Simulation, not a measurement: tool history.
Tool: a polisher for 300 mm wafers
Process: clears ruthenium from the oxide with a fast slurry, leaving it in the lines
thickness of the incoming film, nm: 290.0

run	hour	flow of slurry (ml/min)	pressure of the wafer on the pad (kPa)	speed of the pad under the wafer (m/s)	abrasive content of the slurry	overpolish time after the end point (s)	time until the end point was called (s)	dishing of a wide line in a test structure (angstrom)
1	0.0	295	20.0	0.84	1.0	13	80.500	349.16
2	1.7	295	20.7	0.84	1.0	13	79.432	347.92
3	5.1	295	21.4	0.84	1.0	13	76.352	374.19
4	12.9	295	18.6	0.84	1.0	13	87.514	331.93
5	20.4	295	22.1	0.84	1.0	13	74.382	387.19
6	24.8	295	22.1	0.84	0.8	13	81.458	357.59
7	32.6	295	22.8	0.84	0.8	13	79.039	366.43
8	37.5	295	23.4	0.84	0.8	13	76.003	368.87

The next listed run, before its measurement:
9	45.4	295	24.1	0.84	0.8	13	?	?

time until the end point was called (s): 76.027
dishing of a wide line in a test structure (angstrom): 386.59

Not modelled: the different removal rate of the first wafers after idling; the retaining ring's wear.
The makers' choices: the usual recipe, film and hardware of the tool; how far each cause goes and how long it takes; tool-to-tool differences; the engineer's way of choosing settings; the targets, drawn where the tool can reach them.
